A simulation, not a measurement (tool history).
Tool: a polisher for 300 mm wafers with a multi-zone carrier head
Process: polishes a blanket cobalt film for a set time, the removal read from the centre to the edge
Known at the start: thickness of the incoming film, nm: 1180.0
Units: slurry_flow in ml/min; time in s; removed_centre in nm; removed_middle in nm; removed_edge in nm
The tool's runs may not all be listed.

Run 1, hour 0.0: slurry_flow 180 ml/min, centre_zone 1.00, middle_zone 1.00, edge_zone 1.00, time 54 s. Result: removed_centre 253.05 nm, removed_middle 259.94 nm, removed_edge 257.14 nm.
Run 2, hour 8.4: slurry_flow 165 ml/min, centre_zone 0.94, middle_zone 0.98, edge_zone 1.00, time 53 s. Result: removed_centre 229.68 nm, removed_middle 251.94 nm, removed_edge 248.61 nm.
Run 3, hour 15.3: slurry_flow 120 ml/min, centre_zone 0.94, middle_zone 0.98, edge_zone 1.00, time 53 s. Result: removed_centre 207.03 nm, removed_middle 224.83 nm, removed_edge 238.46 nm.
Run 4, hour 23.7: slurry_flow 120 ml/min, centre_zone 0.94, middle_zone 0.98, edge_zone 1.00, time 60 s. Result: removed_centre 234.60 nm, removed_middle 260.57 nm, removed_edge 267.55 nm.
Run 5, hour 32.4: slurry_flow 115 ml/min, centre_zone 0.91, middle_zone 0.95, edge_zone 0.99, time 59 s. Result: removed_centre 224.09 nm, removed_middle 242.98 nm, removed_edge 256.26 nm.
Run 6, hour 40.7: slurry_flow 115 ml/min, centre_zone 0.88, middle_zone 0.95, edge_zone 1.00, time 58 s. Result: removed_centre 211.66 nm, removed_middle 239.39 nm, removed_edge 256.97 nm.

Forecast run 7:
Run 7, hour 42.1: slurry_flow 115 ml/min, centre_zone 0.86, middle_zone 0.94, edge_zone 0.98, time 58 s. Result: removed_centre ?, removed_middle ?, removed_edge ?.

{"run 7": {"removed_centre": 204.85, "removed_middle": 236.36, "removed_edge": 256.41}}

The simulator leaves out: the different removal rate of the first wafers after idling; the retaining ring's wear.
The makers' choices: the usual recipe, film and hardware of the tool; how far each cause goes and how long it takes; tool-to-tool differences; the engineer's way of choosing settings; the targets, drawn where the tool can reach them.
